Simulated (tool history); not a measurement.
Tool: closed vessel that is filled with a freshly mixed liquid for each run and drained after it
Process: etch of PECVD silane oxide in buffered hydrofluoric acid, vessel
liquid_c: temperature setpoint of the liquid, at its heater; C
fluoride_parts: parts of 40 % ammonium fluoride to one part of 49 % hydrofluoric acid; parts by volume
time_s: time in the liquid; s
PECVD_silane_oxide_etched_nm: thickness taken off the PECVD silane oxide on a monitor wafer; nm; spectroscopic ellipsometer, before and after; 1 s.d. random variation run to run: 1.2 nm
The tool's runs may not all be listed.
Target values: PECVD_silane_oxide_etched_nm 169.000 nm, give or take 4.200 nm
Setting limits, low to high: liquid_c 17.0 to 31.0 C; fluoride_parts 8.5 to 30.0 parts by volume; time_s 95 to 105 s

| run | hour | liquid_c | fluoride_parts | time_s | PECVD_silane_oxide_etched_nm |
|---|---|---|---|---|---|
| 1 | 0.0 | 23.0 | 23.5 | 95 | 80.067 |
| 2 | 1.1 | 23.0 | 27.5 | 95 | 72.159 |
| 3 | 6.6 | 23.0 | 27.5 | 95 | 71.807 |
| 4 | 13.1 | 24.0 | 25.5 | 95 | 80.078 |
| 5 | 15.0 | 24.0 | 25.5 | 105 | 88.076 |
| 6 | 17.8 | 24.0 | 19.5 | 105 | 105.220 |
| 7 | 22.1 | 25.0 | 18.5 | 105 | 117.700 |
| 8 | 27.2 | 26.0 | 18.5 | 105 | 125.300 |
| 9 | 28.1 | 26.5 | 18.5 | 105 | 126.580 |
| 10 | 29.6 | 30.5 | 15.5 | 105 | 189.250 |
| 11 | 30.4 | 29.5 | 15.5 | 105 | 179.030 |

Exercise: of the 5 proposed moves below, exactly one satisfies all targets within the stated allowed misses. Which move is it?
| A | 31.2 | 29.0 | 17.0 | 105 | ? |
| B | 31.2 | 26.5 | 11.0 | 95 | ? |
| C | 31.2 | 27.0 | 13.0 | 95 | ? |
| D | 31.2 | 28.5 | 15.0 | 95 | ? |
| E | 31.2 | 30.5 | 15.0 | 95 | ? |

| move | PECVD_silane_oxide_etched_nm |
|---|---|
| A | 157.880 |
| B | 191.460 |
| C | 167.060 |
| D | 157.290 |
| E | 174.790 |
A: pushes the last run's worst result past its target
B: lands further from the targets than the last run did
C: each result inside its tolerance
D: pushes the last run's worst result past its target
E: nearer than the last run, and not there yet
C meets every target.
